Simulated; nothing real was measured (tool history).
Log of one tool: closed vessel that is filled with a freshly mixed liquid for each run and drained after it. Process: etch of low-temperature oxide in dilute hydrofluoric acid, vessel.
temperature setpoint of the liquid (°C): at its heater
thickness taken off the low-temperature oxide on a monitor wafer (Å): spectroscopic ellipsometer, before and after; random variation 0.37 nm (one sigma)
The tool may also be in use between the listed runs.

| run | hour | temperature setpoint of the liquid (°C) | parts of water to one part of 49 % hydrofluoric acid (parts by volume) | time in the liquid (s) | thickness taken off the low-temperature oxide on a monitor wafer (Å) |
|---|---|---|---|---|---|
| 1 | 0 | 26 | 145 | 330 | 608.74 |
| 2 | 3.9 | 27.5 | 145 | 330 | 638.84 |
| 3 | 9.1 | 24.5 | 145 | 330 | 570.95 |
| 4 | 9.8 | 24.5 | 145 | 355 | 619.08 |
| 5 | 12.5 | 24.5 | 170 | 355 | 508.9 |
| 6 | 19.2 | 24.5 | 145 | 355 | 623.71 |
| 7 | 25.6 | 25.5 | 145 | 355 | 634.2 |

Run 8 comes next. What will it give?
| 8 | 30.3 | 25.5 | 145 | 355 | ? |

thickness taken off the low-temperature oxide on a monitor wafer (Å): 634.7

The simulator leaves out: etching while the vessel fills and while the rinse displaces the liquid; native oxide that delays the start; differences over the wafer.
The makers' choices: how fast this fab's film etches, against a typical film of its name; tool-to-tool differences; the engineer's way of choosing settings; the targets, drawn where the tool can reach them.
